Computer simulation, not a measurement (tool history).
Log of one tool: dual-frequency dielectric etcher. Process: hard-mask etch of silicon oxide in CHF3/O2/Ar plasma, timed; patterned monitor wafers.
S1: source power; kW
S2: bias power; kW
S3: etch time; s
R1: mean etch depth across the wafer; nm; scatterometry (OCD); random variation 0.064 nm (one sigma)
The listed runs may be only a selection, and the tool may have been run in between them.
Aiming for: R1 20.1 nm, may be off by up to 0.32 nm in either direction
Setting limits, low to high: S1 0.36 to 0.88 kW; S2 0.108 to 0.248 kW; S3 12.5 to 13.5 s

{"run": 1, "day": 0.0, "S1": 0.62, "S2": 0.178, "S3": 13.5, "R1": 25.173}
{"run": 2, "day": 0.342, "S1": 0.62, "S2": 0.194, "S3": 13.5, "R1": 25.941}
{"run": 3, "day": 0.679, "S1": 0.54, "S2": 0.177, "S3": 13.5, "R1": 23.16}
{"run": 4, "day": 1.0, "S1": 0.49, "S2": 0.176, "S3": 13.5, "R1": 21.606}
{"run": 5, "day": 1.096, "S1": 0.39, "S2": 0.176, "S3": 13.5, "R1": 18.216}
{"run": 6, "day": 1.238, "S1": 0.39, "S2": 0.187, "S3": 13.5, "R1": 18.416}
{"run": 7, "day": 1.417, "S1": 0.41, "S2": 0.187, "S3": 13.5, "R1": 19.233}
{"run": 8, "day": 1.479, "S1": 0.42, "S2": 0.187, "S3": 13.5, "R1": 19.761}

5 next moves are on the table. One of them brings every result within its allowed miss. Which?
{"run": "A", "day": 1.542, "S1": 0.41, "S2": 0.209, "S3": 13.5, "R1": "?"}
{"run": "B", "day": 1.542, "S1": 0.41, "S2": 0.19, "S3": 13.5, "R1": "?"}
{"run": "C", "day": 1.542, "S1": 0.4, "S2": 0.189, "S3": 13.5, "R1": "?"}
{"run": "D", "day": 1.542, "S1": 0.4, "S2": 0.231, "S3": 13, "R1": "?"}
{"run": "E", "day": 1.542, "S1": 0.4, "S2": 0.196, "S3": 13.5, "R1": "?"}

move=A R1=20.011
move=B R1=19.423
move=C R1=19.001
move=D R1=19.502
move=E R1=19.217
A: every result within its allowed miss
B: further off than the last run
C: further off than the last run
D: further off than the last run
E: further off than the last run
A is the move that brings every result within its allowed miss.

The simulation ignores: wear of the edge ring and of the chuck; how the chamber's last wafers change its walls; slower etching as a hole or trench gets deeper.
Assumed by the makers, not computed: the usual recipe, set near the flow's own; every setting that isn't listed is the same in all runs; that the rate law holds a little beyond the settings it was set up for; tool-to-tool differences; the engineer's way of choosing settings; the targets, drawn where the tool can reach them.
